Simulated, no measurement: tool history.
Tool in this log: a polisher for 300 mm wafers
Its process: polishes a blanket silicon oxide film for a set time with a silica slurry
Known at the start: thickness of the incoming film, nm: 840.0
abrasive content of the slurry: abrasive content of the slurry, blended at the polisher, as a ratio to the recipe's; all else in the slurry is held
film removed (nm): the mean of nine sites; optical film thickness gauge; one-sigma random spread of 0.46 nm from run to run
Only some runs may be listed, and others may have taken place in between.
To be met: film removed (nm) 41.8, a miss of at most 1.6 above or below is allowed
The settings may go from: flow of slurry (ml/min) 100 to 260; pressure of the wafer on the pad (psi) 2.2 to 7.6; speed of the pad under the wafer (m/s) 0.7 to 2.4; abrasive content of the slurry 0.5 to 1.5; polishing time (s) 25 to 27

run,hour,flow of slurry (ml/min),pressure of the wafer on the pad (psi),speed of the pad under the wafer (m/s),abrasive content of the slurry,polishing time (s),film removed (nm)
1,0,165,4.9,1.54,1,27,119.46
2,5.3,165,4.3,1.36,1,27,93.887
3,7.6,165,3.9,1.24,1,27,80.9
4,13.7,165,3.5,1.14,1,27,67.031
5,19.5,165,4.2,1.14,1,27,79.687
6,21.5,165,4.2,1.14,1,25,73.457
7,29.9,165,3.8,1.1,1,25,65.055
8,33.5,155,2.4,0.96,1,25,37.47
9,41.4,160,2.4,0.96,1,25,37.597
10,50.4,165,2.4,0.96,1,25,38.036
11,52,170,2.4,0.96,1,25,38.772

Exercise: of the 5 proposed moves below, exactly one satisfies all targets within the stated allowed misses. Which move is it?
A,53.6,170,2.3,0.96,0.95,26,?
B,53.6,170,2.5,1.02,1.05,27,?
C,53.6,205,2.5,0.86,1,25,?
D,53.6,200,2.6,0.86,1,27,?
E,53.6,190,3.4,0.76,0.75,27,?

move,film removed (nm)
A,36.161
B,45.283
C,36.392
D,40.667
E,38.585
A: moves away from the targets compared with the last run
B: takes the result that was furthest off past its target
C: moves away from the targets compared with the last run
D: every result lands within tolerance
E: moves away from the targets compared with the last run
The move that meets every target is D.
